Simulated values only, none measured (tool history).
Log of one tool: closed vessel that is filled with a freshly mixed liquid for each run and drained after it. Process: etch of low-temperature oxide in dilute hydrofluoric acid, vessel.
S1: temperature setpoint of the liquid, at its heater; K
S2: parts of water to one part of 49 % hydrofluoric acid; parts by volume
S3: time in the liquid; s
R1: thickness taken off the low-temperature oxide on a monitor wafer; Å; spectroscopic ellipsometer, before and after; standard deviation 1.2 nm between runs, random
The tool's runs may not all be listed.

run,hour,S1,S2,S3,R1
1,0.0,297.15,170,585,897.54
2,7.5,299.15,135,585,1283.30
3,12.4,299.15,135,625,1371.50
4,18.3,299.15,135,585,1273.90
5,26.8,300.65,110,585,1724.90
6,30.5,297.15,110,585,1520.40
7,34.5,301.15,40,585,5386.60
8,36.5,298.15,40,585,4748.50

What will run 9 give?
9,42.4,294.15,55,585,?

Run 9 produced R1 2896.90 Å.
